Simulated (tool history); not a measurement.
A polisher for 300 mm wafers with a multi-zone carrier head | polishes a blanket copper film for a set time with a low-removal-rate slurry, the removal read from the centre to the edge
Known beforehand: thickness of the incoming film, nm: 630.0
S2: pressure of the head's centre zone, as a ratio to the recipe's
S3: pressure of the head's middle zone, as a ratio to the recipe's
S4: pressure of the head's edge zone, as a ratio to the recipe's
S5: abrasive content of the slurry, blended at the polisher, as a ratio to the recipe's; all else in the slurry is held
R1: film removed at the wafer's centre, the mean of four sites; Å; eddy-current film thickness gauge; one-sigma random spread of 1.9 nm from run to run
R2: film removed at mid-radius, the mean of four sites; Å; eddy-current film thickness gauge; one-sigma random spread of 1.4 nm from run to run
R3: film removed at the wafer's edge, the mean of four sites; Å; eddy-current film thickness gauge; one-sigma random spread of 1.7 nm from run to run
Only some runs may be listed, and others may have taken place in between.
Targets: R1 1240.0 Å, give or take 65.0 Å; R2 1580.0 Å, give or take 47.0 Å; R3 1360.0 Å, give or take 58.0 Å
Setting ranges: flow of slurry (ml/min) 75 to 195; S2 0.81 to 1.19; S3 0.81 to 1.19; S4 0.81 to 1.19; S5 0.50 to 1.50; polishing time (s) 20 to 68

{"run": 1, "hour": 0.0, "flow of slurry (ml/min)": 125, "S2": 1.0, "S3": 1.0, "S4": 1.0, "S5": 1.0, "polishing time (s)": 44, "R1": 1292.6, "R2": 1288.5, "R3": 1313.8}
{"run": 2, "hour": 7.5, "flow of slurry (ml/min)": 125, "S2": 1.0, "S3": 1.0, "S4": 1.0, "S5": 0.85, "polishing time (s)": 44, "R1": 1236.7, "R2": 1244.0, "R3": 1194.3}
{"run": 3, "hour": 12.8, "flow of slurry (ml/min)": 130, "S2": 0.98, "S3": 1.02, "S4": 1.01, "S5": 0.85, "polishing time (s)": 44, "R1": 1222.0, "R2": 1275.8, "R3": 1232.2}
{"run": 4, "hour": 15.1, "flow of slurry (ml/min)": 130, "S2": 1.03, "S3": 1.02, "S4": 1.01, "S5": 0.85, "polishing time (s)": 44, "R1": 1279.6, "R2": 1271.9, "R3": 1266.6}
{"run": 5, "hour": 17.0, "flow of slurry (ml/min)": 130, "S2": 1.03, "S3": 1.02, "S4": 1.01, "S5": 0.7, "polishing time (s)": 44, "R1": 1246.1, "R2": 1218.8, "R3": 1206.2}
{"run": 6, "hour": 18.4, "flow of slurry (ml/min)": 130, "S2": 1.03, "S3": 1.02, "S4": 1.01, "S5": 0.7, "polishing time (s)": 54, "R1": 1497.0, "R2": 1506.1, "R3": 1466.5}
{"run": 7, "hour": 21.0, "flow of slurry (ml/min)": 130, "S2": 1.01, "S3": 1.03, "S4": 1.01, "S5": 0.7, "polishing time (s)": 54, "R1": 1513.0, "R2": 1528.5, "R3": 1480.8}
{"run": 8, "hour": 29.2, "flow of slurry (ml/min)": 125, "S2": 0.98, "S3": 1.04, "S4": 1.01, "S5": 0.7, "polishing time (s)": 54, "R1": 1425.9, "R2": 1511.8, "R3": 1474.9}

Which of these 5 next moves meets every target?
{"run": "A", "hour": 37.4, "flow of slurry (ml/min)": 145, "S2": 0.81, "S3": 1.1, "S4": 0.89, "S5": 0.85, "polishing time (s)": 50, "R1": "?", "R2": "?", "R3": "?"}
{"run": "B", "hour": 37.4, "flow of slurry (ml/min)": 115, "S2": 0.9, "S3": 1.09, "S4": 0.98, "S5": 0.8, "polishing time (s)": 54, "R1": "?", "R2": "?", "R3": "?"}
{"run": "C", "hour": 37.4, "flow of slurry (ml/min)": 95, "S2": 1.0, "S3": 0.99, "S4": 1.0, "S5": 0.7, "polishing time (s)": 59, "R1": "?", "R2": "?", "R3": "?"}
{"run": "D", "hour": 37.4, "flow of slurry (ml/min)": 115, "S2": 0.9, "S3": 1.19, "S4": 1.19, "S5": 0.9, "polishing time (s)": 49, "R1": "?", "R2": "?", "R3": "?"}
{"run": "E", "hour": 37.4, "flow of slurry (ml/min)": 105, "S2": 0.94, "S3": 1.02, "S4": 1.02, "S5": 0.95, "polishing time (s)": 54, "R1": "?", "R2": "?", "R3": "?"}

move=A R1=1267.1 R2=1575.7 R3=1338.5
move=B R1=1377.2 R2=1576.0 R3=1435.1
move=C R1=1487.7 R2=1460.2 R3=1481.9
move=D R1=1281.4 R2=1574.9 R3=1468.9
move=E R1=1432.8 R2=1506.6 R3=1490.2
A: all results in spec
B: nearer than the last run, and not there yet
C: further off than the last run
D: corrects the largest miss of the last run, while another result sits out of spec
E: just as far off the targets as the last run
A is the move that brings every result within its allowed miss.
